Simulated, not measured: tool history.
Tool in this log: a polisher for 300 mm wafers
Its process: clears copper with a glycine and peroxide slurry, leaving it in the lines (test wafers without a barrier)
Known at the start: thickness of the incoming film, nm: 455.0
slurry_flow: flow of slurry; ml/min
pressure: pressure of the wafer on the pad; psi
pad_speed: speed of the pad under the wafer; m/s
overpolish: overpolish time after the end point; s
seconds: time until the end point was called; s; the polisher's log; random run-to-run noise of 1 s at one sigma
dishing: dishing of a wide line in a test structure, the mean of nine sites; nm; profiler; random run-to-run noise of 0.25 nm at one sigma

| run | hour | slurry_flow | pressure | pad_speed | overpolish | seconds | dishing |
|---|---|---|---|---|---|---|---|
| 1 | 0.0 | 160 | 1.9 | 1.26 | 13 | 99.889 | 46.016 |
| 2 | 6.7 | 160 | 1.9 | 1.26 | 10 | 98.391 | 36.970 |
| 3 | 11.8 | 175 | 1.9 | 1.26 | 10 | 96.840 | 37.407 |
| 4 | 20.3 | 175 | 2.3 | 1.26 | 10 | 83.220 | 42.896 |
| 5 | 28.5 | 185 | 2.1 | 1.34 | 9 | 85.230 | 39.078 |
| 6 | 33.3 | 185 | 2.1 | 1.60 | 9 | 73.152 | 43.814 |
| 7 | 38.8 | 195 | 1.9 | 1.64 | 8 | 77.613 | 36.798 |
| 8 | 40.5 | 200 | 1.8 | 1.68 | 7 | 77.419 | 33.365 |

What will run 9 give?
| 9 | 44.1 | 205 | 1.7 | 1.72 | 7 | ? | ? |

seconds: 81.504 s
dishing: 32.187 nm
